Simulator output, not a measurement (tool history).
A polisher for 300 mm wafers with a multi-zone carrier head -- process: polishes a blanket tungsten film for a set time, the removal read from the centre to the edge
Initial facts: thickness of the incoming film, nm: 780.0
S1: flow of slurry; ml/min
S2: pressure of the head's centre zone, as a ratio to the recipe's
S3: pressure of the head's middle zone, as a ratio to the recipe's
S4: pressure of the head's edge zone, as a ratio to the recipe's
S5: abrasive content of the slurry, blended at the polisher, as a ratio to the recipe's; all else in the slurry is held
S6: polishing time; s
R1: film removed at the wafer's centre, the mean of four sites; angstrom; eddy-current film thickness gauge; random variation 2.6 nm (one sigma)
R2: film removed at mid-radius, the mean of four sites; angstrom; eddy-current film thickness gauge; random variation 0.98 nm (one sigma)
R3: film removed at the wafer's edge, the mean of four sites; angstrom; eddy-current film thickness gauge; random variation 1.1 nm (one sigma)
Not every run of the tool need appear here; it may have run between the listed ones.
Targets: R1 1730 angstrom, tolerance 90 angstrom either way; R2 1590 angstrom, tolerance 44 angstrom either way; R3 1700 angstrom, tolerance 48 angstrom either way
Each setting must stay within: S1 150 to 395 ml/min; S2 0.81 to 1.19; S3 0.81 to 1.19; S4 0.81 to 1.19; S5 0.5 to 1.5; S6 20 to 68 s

| run | day | S1 | S2 | S3 | S4 | S5 | S6 | R1 | R2 | R3 |
|---|---|---|---|---|---|---|---|---|---|---|
| 1 | 0 | 250 | 1 | 1 | 1 | 1 | 44 | 2668.1 | 2722.8 | 2688 |
| 2 | 0.325 | 205 | 1 | 1 | 1 | 1 | 44 | 2617.8 | 2636.8 | 2607.8 |
| 3 | 0.421 | 195 | 0.99 | 0.97 | 0.98 | 0.9 | 42 | 2348.5 | 2332 | 2383.8 |
| 4 | 0.654 | 195 | 0.99 | 0.97 | 1.05 | 0.9 | 42 | 2382.8 | 2349.9 | 2482 |
| 5 | 0.867 | 190 | 0.99 | 0.95 | 1.01 | 0.8 | 41 | 2197.6 | 2158.2 | 2261.2 |
| 6 | 0.971 | 185 | 0.99 | 0.93 | 0.98 | 0.75 | 40 | 2072.2 | 1992.5 | 2101.2 |
| 7 | 1.029 | 180 | 0.98 | 0.91 | 0.95 | 0.7 | 40 | 2025.1 | 1899.3 | 2038.5 |
| 8 | 1.304 | 180 | 0.97 | 0.9 | 0.93 | 0.65 | 40 | 1978.8 | 1844.1 | 1951.7 |
| 9 | 1.529 | 180 | 0.95 | 0.89 | 0.91 | 0.6 | 40 | 1831.8 | 1742.3 | 1891 |
| 10 | 1.808 | 180 | 0.95 | 0.89 | 0.89 | 0.6 | 40 | 1832.3 | 1757.1 | 1865 |
| 11 | 2.092 | 180 | 0.95 | 0.89 | 0.89 | 0.6 | 40 | 1787.2 | 1782.4 | 1881.7 |
| 12 | 2.212 | 175 | 0.99 | 0.83 | 0.82 | 0.5 | 38 | 1703.8 | 1459.6 | 1588.2 |
| 13 | 2.533 | 185 | 0.98 | 0.84 | 0.83 | 0.5 | 38 | 1695.6 | 1483.9 | 1605.3 |
| 14 | 2.775 | 190 | 0.98 | 0.85 | 0.84 | 0.5 | 38 | 1671.1 | 1513.3 | 1619.4 |
| 15 | 2.979 | 190 | 0.98 | 0.86 | 0.85 | 0.5 | 38 | 1710.3 | 1522.4 | 1612.3 |
| 16 | 3.1 | 190 | 0.98 | 0.86 | 0.86 | 0.5 | 38 | 1719.8 | 1528.7 | 1625.5 |

Which single option among these 5 for the next run brings every result within its allowed miss of target? Just one does.
| A | 3.221 | 200 | 0.98 | 0.91 | 0.83 | 0.5 | 38 | ? | ? | ? |
| B | 3.221 | 185 | 1.1 | 0.93 | 0.91 | 0.5 | 35 | ? | ? | ? |
| C | 3.221 | 205 | 1.01 | 0.95 | 0.81 | 0.5 | 37 | ? | ? | ? |
| D | 3.221 | 165 | 1.03 | 0.85 | 0.82 | 0.55 | 37 | ? | ? | ? |
| E | 3.221 | 150 | 0.98 | 0.86 | 0.82 | 0.55 | 40 | ? | ? | ? |

| move | R1 | R2 | R3 |
|---|---|---|---|
| A | 1686.9 | 1614.1 | 1618.2 |
| B | 1700.7 | 1492.4 | 1537.8 |
| C | 1696.3 | 1635.5 | 1562.7 |
| D | 1718.7 | 1492.6 | 1591.7 |
| E | 1733.3 | 1595.2 | 1694.4 |
A: misses by more than the last run did
B: misses by more than the last run did
C: misses by more than the last run did
D: misses by more than the last run did
E: meets every target
The right move is E.
